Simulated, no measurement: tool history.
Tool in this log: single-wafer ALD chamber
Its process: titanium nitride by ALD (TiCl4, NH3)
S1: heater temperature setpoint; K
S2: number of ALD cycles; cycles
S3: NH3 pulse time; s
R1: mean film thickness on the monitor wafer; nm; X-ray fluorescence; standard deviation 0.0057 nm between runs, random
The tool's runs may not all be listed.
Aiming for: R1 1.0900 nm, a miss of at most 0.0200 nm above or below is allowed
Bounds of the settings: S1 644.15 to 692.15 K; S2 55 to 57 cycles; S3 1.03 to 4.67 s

run	day	S1	S2	S3	R1
1	0.000	668.15	57	2.85	1.2103
2	0.246	668.15	57	2.26	1.1992
3	0.438	668.15	57	2.26	1.1974
4	0.554	664.15	57	2.06	1.1857
5	0.742	661.15	57	1.89	1.1781
6	0.775	658.15	57	1.75	1.1582
7	1.096	656.15	57	1.68	1.1445
8	1.225	656.15	57	1.68	1.1388
9	1.283	655.15	57	1.68	1.1325
10	1.646	654.15	57	1.68	1.1548
11	1.754	653.15	57	1.57	1.1169
12	1.808	652.15	57	1.57	1.1288
13	1.967	651.15	57	1.57	1.1184
14	2.262	650.15	57	1.57	1.1175
15	2.521	649.15	57	1.57	1.1165

Next run, 4 choices. One meets every target within its allowed miss, the rest don't. Which?
A	2.779	647.15	57	1.72	?
B	2.779	644.15	56	2.05	?
C	2.779	657.15	56	1.74	?
D	2.779	652.15	55	1.61	?

move	R1
A	1.1352
B	1.1400
C	1.1325
D	1.0900
A: lands further from the targets than the last run did
B: lands further from the targets than the last run did
C: lands further from the targets than the last run did
D: hits every target within its allowed miss
Correct choice: D, which meets every target
